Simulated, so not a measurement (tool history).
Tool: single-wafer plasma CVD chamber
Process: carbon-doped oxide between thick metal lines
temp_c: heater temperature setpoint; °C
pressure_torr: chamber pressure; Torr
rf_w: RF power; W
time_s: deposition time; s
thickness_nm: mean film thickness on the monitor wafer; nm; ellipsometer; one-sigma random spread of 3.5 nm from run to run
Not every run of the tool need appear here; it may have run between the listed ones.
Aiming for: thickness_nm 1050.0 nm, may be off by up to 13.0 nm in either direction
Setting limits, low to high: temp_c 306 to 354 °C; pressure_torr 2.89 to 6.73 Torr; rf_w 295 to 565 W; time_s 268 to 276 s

{"run": 1, "day": 0.0, "temp_c": 330, "pressure_torr": 4.81, "rf_w": 430, "time_s": 268, "thickness_nm": 1161.6}
{"run": 2, "day": 0.025, "temp_c": 330, "pressure_torr": 4.81, "rf_w": 430, "time_s": 268, "thickness_nm": 1151.4}
{"run": 3, "day": 0.279, "temp_c": 334, "pressure_torr": 4.63, "rf_w": 430, "time_s": 268, "thickness_nm": 1145.7}
{"run": 4, "day": 0.558, "temp_c": 334, "pressure_torr": 4.63, "rf_w": 430, "time_s": 276, "thickness_nm": 1175.5}
{"run": 5, "day": 0.825, "temp_c": 328, "pressure_torr": 4.63, "rf_w": 430, "time_s": 276, "thickness_nm": 1192.2}
{"run": 6, "day": 0.992, "temp_c": 330, "pressure_torr": 4.25, "rf_w": 425, "time_s": 276, "thickness_nm": 1151.3}
{"run": 7, "day": 1.217, "temp_c": 332, "pressure_torr": 3.99, "rf_w": 425, "time_s": 276, "thickness_nm": 1130.4}
{"run": 8, "day": 1.267, "temp_c": 334, "pressure_torr": 3.81, "rf_w": 425, "time_s": 276, "thickness_nm": 1109.7}
{"run": 9, "day": 1.346, "temp_c": 337, "pressure_torr": 3.72, "rf_w": 425, "time_s": 276, "thickness_nm": 1094.4}

Of the 5 settings listed for the next run, only one would bring every result within its allowed miss of target. Which one?
{"run": "A", "day": 1.425, "temp_c": 337, "pressure_torr": 3.72, "rf_w": 460, "time_s": 276, "thickness_nm": "?"}
{"run": "B", "day": 1.425, "temp_c": 338, "pressure_torr": 3.46, "rf_w": 425, "time_s": 269, "thickness_nm": "?"}
{"run": "C", "day": 1.425, "temp_c": 331, "pressure_torr": 3.42, "rf_w": 440, "time_s": 276, "thickness_nm": "?"}
{"run": "D", "day": 1.425, "temp_c": 336, "pressure_torr": 3.58, "rf_w": 435, "time_s": 268, "thickness_nm": "?"}
{"run": "E", "day": 1.425, "temp_c": 329, "pressure_torr": 3.77, "rf_w": 425, "time_s": 268, "thickness_nm": "?"}

move=A thickness_nm=1172.1
move=B thickness_nm=1058.7
move=C thickness_nm=1136.2
move=D thickness_nm=1086.0
move=E thickness_nm=1095.8
A: misses by more than the last run did
B: meets every target
C: misses by more than the last run did
D: better than the last run, though not everything is in spec
E: roughly where the last run was
Go with B: it meets all targets.
